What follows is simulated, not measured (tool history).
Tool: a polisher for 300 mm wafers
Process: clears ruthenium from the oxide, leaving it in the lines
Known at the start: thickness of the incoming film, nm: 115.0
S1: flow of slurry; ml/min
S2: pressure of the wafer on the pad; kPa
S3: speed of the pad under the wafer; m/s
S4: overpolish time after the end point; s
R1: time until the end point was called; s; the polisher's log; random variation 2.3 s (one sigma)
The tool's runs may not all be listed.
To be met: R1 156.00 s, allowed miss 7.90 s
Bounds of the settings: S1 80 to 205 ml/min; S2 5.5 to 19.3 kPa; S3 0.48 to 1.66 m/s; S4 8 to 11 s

{"run": 1, "hour": 0.0, "S1": 135, "S2": 12.4, "S3": 1.06, "S4": 11, "R1": 120.71}
{"run": 2, "hour": 0.7, "S1": 135, "S2": 15.2, "S3": 1.06, "S4": 11, "R1": 107.46}
{"run": 3, "hour": 6.4, "S1": 105, "S2": 15.2, "S3": 1.06, "S4": 11, "R1": 113.56}
{"run": 4, "hour": 14.3, "S1": 105, "S2": 14.5, "S3": 1.04, "S4": 11, "R1": 118.7}
{"run": 5, "hour": 18.1, "S1": 135, "S2": 14.5, "S3": 1.04, "S4": 11, "R1": 110.87}
{"run": 6, "hour": 22.5, "S1": 130, "S2": 13.8, "S3": 1.02, "S4": 11, "R1": 118.42}
{"run": 7, "hour": 30.9, "S1": 125, "S2": 13.1, "S3": 1.02, "S4": 11, "R1": 123.76}
{"run": 8, "hour": 36.9, "S1": 125, "S2": 12.4, "S3": 1.02, "S4": 11, "R1": 128.66}
{"run": 9, "hour": 45.8, "S1": 125, "S2": 11.7, "S3": 1.02, "S4": 11, "R1": 130.52}
{"run": 10, "hour": 52.3, "S1": 125, "S2": 11.0, "S3": 1.02, "S4": 11, "R1": 135.96}

5 next moves are on the table. One of them brings every result within its allowed miss. Which?
{"run": "A", "hour": 58.8, "S1": 150, "S2": 11.7, "S3": 1.06, "S4": 11, "R1": "?"}
{"run": "B", "hour": 58.8, "S1": 125, "S2": 7.6, "S3": 1.4, "S4": 8, "R1": "?"}
{"run": "C", "hour": 58.8, "S1": 110, "S2": 10.3, "S3": 0.92, "S4": 8, "R1": "?"}
{"run": "D", "hour": 58.8, "S1": 115, "S2": 16.5, "S3": 0.98, "S4": 8, "R1": "?"}
{"run": "E", "hour": 58.8, "S1": 90, "S2": 14.5, "S3": 1.02, "S4": 11, "R1": "?"}

move=A R1=124.88
move=B R1=124.65
move=C R1=161.34
move=D R1=113.16
move=E R1=124.68
A: further off than the last run
B: further off than the last run
C: meets every target
D: further off than the last run
E: further off than the last run
The right move is C.
